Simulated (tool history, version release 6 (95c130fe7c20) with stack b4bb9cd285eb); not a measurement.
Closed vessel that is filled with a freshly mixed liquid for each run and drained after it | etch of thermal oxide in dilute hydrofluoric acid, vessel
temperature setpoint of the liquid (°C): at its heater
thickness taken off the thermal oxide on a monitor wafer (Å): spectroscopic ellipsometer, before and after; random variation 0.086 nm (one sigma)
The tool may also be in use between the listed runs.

run	hour	temperature setpoint of the liquid (°C)	parts of water to one part of 49 % hydrofluoric acid (parts by volume)	time in the liquid (s)	thickness taken off the thermal oxide on a monitor wafer (Å)
1	0.0	23.0	105	615	237.71
2	1.0	22.0	105	615	229.02
3	9.9	21.0	105	615	218.56
4	15.9	21.0	105	655	234.69
5	22.4	18.5	105	655	212.38
6	26.7	18.0	110	655	197.09

Forecast run 7:
7	35.6	17.5	115	655	?

{"run 7": {"thickness taken off the thermal oxide on a monitor wafer (Å)": 183.54}}
